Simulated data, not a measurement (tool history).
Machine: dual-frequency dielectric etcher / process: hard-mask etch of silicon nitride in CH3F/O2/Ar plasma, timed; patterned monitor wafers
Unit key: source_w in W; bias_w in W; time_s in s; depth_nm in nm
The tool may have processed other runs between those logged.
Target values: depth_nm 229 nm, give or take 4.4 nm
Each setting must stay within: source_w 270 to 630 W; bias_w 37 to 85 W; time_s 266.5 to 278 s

run,hour,source_w,bias_w,time_s,depth_nm
1,0,450,61,266.5,197.05
2,1.3,500,62,266.5,206.52
3,5.7,500,62,266.5,207.66
4,8.4,460,62,266.5,198.8
5,11.8,500,63,266.5,209.27
6,14.4,520,64,266.5,211.72
7,22.6,540,65,266.5,215.53
8,24.5,560,66,266.5,220.89
9,28.1,570,66,266.5,225.16

Next run, 5 choices. One meets every target within its allowed miss, the rest don't. Which?
A,31.7,630,63,266.5,?
B,31.7,590,70,275.5,?
C,31.7,570,60,271,?
D,31.7,540,66,268.5,?
E,31.7,540,67,268.5,?

move,depth_nm
A,230.55
B,238.89
C,221.44
D,220.25
E,221.22
A: in spec on every target
B: pushes the last run's worst result past its target
C: lands further from the targets than the last run did
D: lands further from the targets than the last run did
E: lands further from the targets than the last run did
Go with A: it meets all targets.
